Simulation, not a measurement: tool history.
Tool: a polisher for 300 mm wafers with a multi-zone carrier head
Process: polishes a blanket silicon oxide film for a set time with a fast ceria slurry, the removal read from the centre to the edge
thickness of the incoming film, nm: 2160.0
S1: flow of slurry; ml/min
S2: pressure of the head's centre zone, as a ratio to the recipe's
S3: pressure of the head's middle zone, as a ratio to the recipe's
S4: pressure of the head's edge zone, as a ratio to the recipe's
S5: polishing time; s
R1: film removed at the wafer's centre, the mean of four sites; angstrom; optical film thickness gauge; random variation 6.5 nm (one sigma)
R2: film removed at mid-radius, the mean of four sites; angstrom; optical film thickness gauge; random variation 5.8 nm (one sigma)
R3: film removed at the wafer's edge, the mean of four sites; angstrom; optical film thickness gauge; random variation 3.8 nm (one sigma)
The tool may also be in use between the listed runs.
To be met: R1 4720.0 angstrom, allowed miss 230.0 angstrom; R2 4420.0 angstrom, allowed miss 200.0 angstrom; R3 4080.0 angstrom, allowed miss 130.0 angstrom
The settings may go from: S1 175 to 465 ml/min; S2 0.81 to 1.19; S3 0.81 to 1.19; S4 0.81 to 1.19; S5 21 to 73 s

Run 1, hour 0.0: S1 295 ml/min, S2 1.00, S3 1.00, S4 1.00, S5 47 s. Result: R1 4819.1 angstrom, R2 5036.6 angstrom, R3 4888.2 angstrom.
Run 2, hour 6.8: S1 295 ml/min, S2 1.01, S3 0.99, S4 0.97, S5 46 s. Result: R1 4817.4 angstrom, R2 4623.7 angstrom, R3 4679.9 angstrom.
Run 3, hour 8.8: S1 295 ml/min, S2 1.01, S3 1.01, S4 0.94, S5 46 s. Result: R1 4881.4 angstrom, R2 4884.7 angstrom, R3 4586.1 angstrom.
Run 4, hour 13.3: S1 295 ml/min, S2 0.94, S3 1.01, S4 0.94, S5 46 s. Result: R1 4487.5 angstrom, R2 4732.9 angstrom, R3 4601.6 angstrom.
Run 5, hour 18.8: S1 295 ml/min, S2 0.95, S3 1.01, S4 0.92, S5 46 s. Result: R1 4582.5 angstrom, R2 4861.1 angstrom, R3 4480.4 angstrom.
Run 6, hour 23.1: S1 295 ml/min, S2 0.96, S3 1.00, S4 0.90, S5 46 s. Result: R1 4573.3 angstrom, R2 4775.2 angstrom, R3 4540.9 angstrom.
Run 7, hour 24.0: S1 295 ml/min, S2 0.98, S3 1.00, S4 0.89, S5 45 s. Result: R1 4547.3 angstrom, R2 4727.3 angstrom, R3 4367.1 angstrom.
Run 8, hour 32.0: S1 295 ml/min, S2 1.00, S3 0.99, S4 0.88, S5 45 s. Result: R1 4699.0 angstrom, R2 4745.9 angstrom, R3 4351.2 angstrom.
Run 9, hour 36.5: S1 295 ml/min, S2 1.01, S3 0.98, S4 0.87, S5 45 s. Result: R1 4816.8 angstrom, R2 4644.5 angstrom, R3 4384.0 angstrom.
Run 10, hour 41.6: S1 285 ml/min, S2 1.03, S3 0.99, S4 0.81, S5 42 s. Result: R1 4471.8 angstrom, R2 4405.2 angstrom, R3 3969.6 angstrom.

4 next moves are on the table. One of them brings every result within its allowed miss. Which?
Run A, hour 46.7: S1 215 ml/min, S2 1.08, S3 1.01, S4 0.81, S5 41 s. Result: R1 ?, R2 ?, R3 ?.
Run B, hour 46.7: S1 215 ml/min, S2 0.95, S3 1.03, S4 0.83, S5 42 s. Result: R1 ?, R2 ?, R3 ?.
Run C, hour 46.7: S1 285 ml/min, S2 1.01, S3 1.06, S4 0.82, S5 40 s. Result: R1 ?, R2 ?, R3 ?.
Run D, hour 46.7: S1 290 ml/min, S2 1.06, S3 0.98, S4 0.84, S5 43 s. Result: R1 ?, R2 ?, R3 ?.

move      R1      R2      R3
   A  4377.1  4227.0  3753.4
   B  3940.8  4405.5  3877.9
   C  4159.5  4458.5  3778.6
   D  4701.8  4492.0  4108.1
A: further off than the last run
B: further off than the last run
C: further off than the last run
D: meets every target
Answer: D

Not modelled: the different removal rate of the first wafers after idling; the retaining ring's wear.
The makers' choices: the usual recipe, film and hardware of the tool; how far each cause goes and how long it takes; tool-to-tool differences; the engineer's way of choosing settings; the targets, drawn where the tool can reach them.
